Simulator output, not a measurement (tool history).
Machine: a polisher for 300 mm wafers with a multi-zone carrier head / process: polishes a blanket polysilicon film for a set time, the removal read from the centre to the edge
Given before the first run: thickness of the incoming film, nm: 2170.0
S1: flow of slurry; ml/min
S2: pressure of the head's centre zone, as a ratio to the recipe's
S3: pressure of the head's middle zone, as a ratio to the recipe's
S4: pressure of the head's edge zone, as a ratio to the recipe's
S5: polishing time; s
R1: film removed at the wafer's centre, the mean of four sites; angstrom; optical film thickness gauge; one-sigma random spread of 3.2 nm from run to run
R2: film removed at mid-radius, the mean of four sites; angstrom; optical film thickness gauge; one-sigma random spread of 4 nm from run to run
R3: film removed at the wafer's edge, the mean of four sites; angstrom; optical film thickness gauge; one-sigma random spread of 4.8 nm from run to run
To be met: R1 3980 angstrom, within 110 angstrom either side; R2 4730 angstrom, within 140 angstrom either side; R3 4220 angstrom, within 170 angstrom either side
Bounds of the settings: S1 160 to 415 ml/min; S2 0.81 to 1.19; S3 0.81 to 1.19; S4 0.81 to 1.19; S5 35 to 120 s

run 1 hour=0 | S1=265 S2=1 S3=1 S4=1 S5=77 | R1=3506.5 R2=3778 R3=3791.7
run 2 hour=6.1 | S1=265 S2=1 S3=1 S4=1 S5=84 | R1=3820.8 R2=4162.1 R3=4212.8
run 3 hour=13.8 | S1=280 S2=1 S3=1.02 S4=0.99 S5=84 | R1=3839.9 R2=4298 R3=4174.5
run 4 hour=16.3 | S1=225 S2=1 S3=1.02 S4=0.99 S5=84 | R1=3725.6 R2=4190.7 R3=4130.1
run 5 hour=21.8 | S1=240 S2=1 S3=1.04 S4=0.99 S5=84 | R1=3735.3 R2=4292.2 R3=4085.5
run 6 hour=24.9 | S1=240 S2=1 S3=1.11 S4=0.99 S5=84 | R1=3855.2 R2=4525.3 R3=4152.6
run 7 hour=26.8 | S1=280 S2=1 S3=1.16 S4=0.99 S5=84 | R1=3884.1 R2=4839.8 R3=4130.1
run 8 hour=28.1 | S1=280 S2=1 S3=1.15 S4=1 S5=84 | R1=3834.8 R2=4775.6 R3=4230.6

Pick the move, out of 4, that brings all results within their allowed miss; only one does.
run A hour=29.4 | S1=280 S2=0.89 S3=1.16 S4=1.01 S5=86 | R1=? R2=? R3=?
run B hour=29.4 | S1=290 S2=1.03 S3=1.14 S4=0.98 S5=85 | R1=? R2=? R3=?
run C hour=29.4 | S1=225 S2=1.01 S3=1.19 S4=1.09 S5=82 | R1=? R2=? R3=?
run D hour=29.4 | S1=240 S2=0.93 S3=1.14 S4=1.02 S5=88 | R1=? R2=? R3=?

move=A R1=3591.2 R2=4906.7 R3=4347.2
move=B R1=4053.5 R2=4787.5 R3=4244.4
move=C R1=3759.4 R2=4697.3 R3=4246
move=D R1=3769.1 R2=4885.5 R3=4429.8
A: moves away from the targets compared with the last run
B: meets every target
C: moves away from the targets compared with the last run
D: moves away from the targets compared with the last run
Answer: B

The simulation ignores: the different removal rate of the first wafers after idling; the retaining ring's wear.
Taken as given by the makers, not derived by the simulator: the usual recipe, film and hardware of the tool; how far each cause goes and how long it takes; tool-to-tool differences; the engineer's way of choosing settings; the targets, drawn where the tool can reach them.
